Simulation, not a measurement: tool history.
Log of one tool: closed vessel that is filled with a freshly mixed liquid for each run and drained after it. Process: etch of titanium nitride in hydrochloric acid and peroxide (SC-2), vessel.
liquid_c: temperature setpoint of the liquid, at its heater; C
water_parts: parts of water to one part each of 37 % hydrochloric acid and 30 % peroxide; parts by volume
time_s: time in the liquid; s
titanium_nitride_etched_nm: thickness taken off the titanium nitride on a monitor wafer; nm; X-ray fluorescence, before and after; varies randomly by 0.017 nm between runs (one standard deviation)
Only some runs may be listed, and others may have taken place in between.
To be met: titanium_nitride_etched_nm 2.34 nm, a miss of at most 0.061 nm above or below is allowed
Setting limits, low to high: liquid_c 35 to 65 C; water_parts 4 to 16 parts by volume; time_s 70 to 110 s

Run 1, day 0: liquid_c 49 C, water_parts 9 parts by volume, time_s 110 s. Result: titanium_nitride_etched_nm 2.6902 nm.
Run 2, day 0.383: liquid_c 49 C, water_parts 9 parts by volume, time_s 70 s. Result: titanium_nitride_etched_nm 1.6887 nm.
Run 3, day 0.538: liquid_c 50.5 C, water_parts 9 parts by volume, time_s 70 s. Result: titanium_nitride_etched_nm 1.8722 nm.
Run 4, day 0.596: liquid_c 45.5 C, water_parts 9 parts by volume, time_s 70 s. Result: titanium_nitride_etched_nm 1.3504 nm.
Run 5, day 0.712: liquid_c 45.5 C, water_parts 9 parts by volume, time_s 70 s. Result: titanium_nitride_etched_nm 1.3243 nm.
Run 6, day 0.979: liquid_c 41.5 C, water_parts 9 parts by volume, time_s 70 s. Result: titanium_nitride_etched_nm 1.0247 nm.
Run 7, day 1.271: liquid_c 44.5 C, water_parts 9 parts by volume, time_s 70 s. Result: titanium_nitride_etched_nm 1.2512 nm.
Run 8, day 1.425: liquid_c 46.5 C, water_parts 9 parts by volume, time_s 70 s. Result: titanium_nitride_etched_nm 1.4405 nm.
Run 9, day 1.75: liquid_c 48 C, water_parts 9 parts by volume, time_s 70 s. Result: titanium_nitride_etched_nm 1.6031 nm.
Run 10, day 2.029: liquid_c 49.5 C, water_parts 9 parts by volume, time_s 70 s. Result: titanium_nitride_etched_nm 1.7548 nm.

Below are 4 possible settings for the next run. Only one of them brings all results inside the allowed miss of their targets. Which is it?
Run A, day 2.308: liquid_c 50.5 C, water_parts 8 parts by volume, time_s 75 s. Result: titanium_nitride_etched_nm ?.
Run B, day 2.308: liquid_c 51 C, water_parts 8.5 parts by volume, time_s 75 s. Result: titanium_nitride_etched_nm ?.
Run C, day 2.308: liquid_c 50 C, water_parts 9.5 parts by volume, time_s 90 s. Result: titanium_nitride_etched_nm ?.
Run D, day 2.308: liquid_c 48.5 C, water_parts 8.5 parts by volume, time_s 95 s. Result: titanium_nitride_etched_nm ?.

move  titanium_nitride_etched_nm
   A                      2.2293
   B                      2.1948
   C                      2.2501
   D                      2.3526
A: nearer than the last run, and not there yet
B: nearer than the last run, and not there yet
C: nearer than the last run, and not there yet
D: each result inside its tolerance
Correct choice: D, which meets every target
